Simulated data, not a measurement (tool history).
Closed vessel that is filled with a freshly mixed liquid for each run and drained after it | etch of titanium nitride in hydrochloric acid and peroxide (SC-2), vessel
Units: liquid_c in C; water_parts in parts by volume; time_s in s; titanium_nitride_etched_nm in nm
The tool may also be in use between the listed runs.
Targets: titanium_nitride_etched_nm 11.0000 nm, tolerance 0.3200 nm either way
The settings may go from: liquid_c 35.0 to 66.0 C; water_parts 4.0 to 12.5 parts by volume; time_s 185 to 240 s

| run | day | liquid_c | water_parts | time_s | titanium_nitride_etched_nm |
|---|---|---|---|---|---|
| 1 | 0.000 | 50.0 | 7.0 | 240 | 5.7757 |
| 2 | 0.071 | 53.0 | 7.0 | 240 | 7.0597 |
| 3 | 0.112 | 53.0 | 7.0 | 185 | 5.4699 |
| 4 | 0.338 | 57.0 | 7.0 | 185 | 7.0487 |
| 5 | 0.525 | 57.0 | 9.0 | 185 | 5.7624 |
| 6 | 0.604 | 59.5 | 8.5 | 185 | 7.0339 |
| 7 | 0.750 | 61.5 | 8.0 | 185 | 8.4222 |
| 8 | 1.138 | 63.0 | 8.0 | 185 | 9.2024 |
| 9 | 1.300 | 64.0 | 8.0 | 185 | 9.7915 |
| 10 | 1.692 | 64.5 | 8.0 | 185 | 10.1720 |
| 11 | 1.758 | 65.0 | 8.0 | 185 | 10.4620 |

Consider the 5 candidate settings below. Which is the only one whose results all fall within their allowed miss of target?
| A | 1.825 | 66.0 | 10.0 | 210 | ? |
| B | 1.825 | 65.0 | 9.5 | 235 | ? |
| C | 1.825 | 63.5 | 7.0 | 190 | ? |
| D | 1.825 | 64.0 | 10.0 | 235 | ? |
| E | 1.825 | 65.5 | 10.0 | 205 | ? |

| move | titanium_nitride_etched_nm |
|---|---|
| A | 10.5540 |
| B | 11.5970 |
| C | 10.9310 |
| D | 10.4560 |
| E | 9.9947 |
A: closes in on the targets versus the last run, not all within tolerance yet
B: takes the result that was furthest off past its target
C: hits every target within its allowed miss
D: neither nearer nor further off than the last run
E: lands further from the targets than the last run did
Correct choice: C, which meets every target
